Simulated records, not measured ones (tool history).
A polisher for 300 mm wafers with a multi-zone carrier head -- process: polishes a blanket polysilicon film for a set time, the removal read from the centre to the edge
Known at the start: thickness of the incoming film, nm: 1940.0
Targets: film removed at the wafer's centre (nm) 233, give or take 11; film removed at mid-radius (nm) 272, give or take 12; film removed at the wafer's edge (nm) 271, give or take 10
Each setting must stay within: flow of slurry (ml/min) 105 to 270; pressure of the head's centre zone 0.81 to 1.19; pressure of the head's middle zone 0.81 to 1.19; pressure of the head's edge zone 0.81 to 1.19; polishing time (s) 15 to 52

run	hour	flow of slurry (ml/min)	pressure of the head's centre zone	pressure of the head's middle zone	pressure of the head's edge zone	polishing time (s)	film removed at the wafer's centre (nm)	film removed at mid-radius (nm)	film removed at the wafer's edge (nm)
1	0	175	1	1	1	33	189.87	196.57	195.38
2	4.7	175	1	1.03	1	33	198.2	201.26	197.88
3	12.9	175	1	1.03	1.05	33	191.24	204.9	204.92
4	14	175	1	0.94	1.05	33	187.91	189.26	199.48
5	17.7	140	1	0.94	1.05	33	178.68	182.24	190
6	19.1	140	1.08	0.94	1.05	33	201.19	175.1	196.17
7	26.1	165	1.06	1	1.09	34	208.16	202.01	207.26
8	28.7	175	1.03	0.99	1.12	36	218.75	215.37	222.37
9	33.2	185	0.99	0.98	1.14	38	223.38	227.25	237.1
10	41	195	0.96	1	1.16	39	222	237.22	253.94
11	45	205	0.96	1.04	1.16	39	222.81	248.74	252.19

Which of these 5 next moves meets every target?
A	49	195	0.93	0.93	1.15	42	?	?	?
B	49	220	1.16	1.05	1.07	38	?	?	?
C	49	195	1.02	1.04	1.17	39	?	?	?
D	49	155	1.02	1.06	1.07	40	?	?	?
E	49	195	0.94	1.07	1.14	42	?	?	?

move	film removed at the wafer's centre (nm)	film removed at mid-radius (nm)	film removed at the wafer's edge (nm)
A	231.31	247.55	272.38
B	265.21	250.01	240.42
C	235.22	250.3	254.86
D	230.19	249.92	242.17
E	233.94	275.71	270.7
A: further off than the last run
B: further off than the last run
C: closer than the last run, but not yet in spec
D: further off than the last run
E: in spec on every target
E is the move that brings every result within its allowed miss.
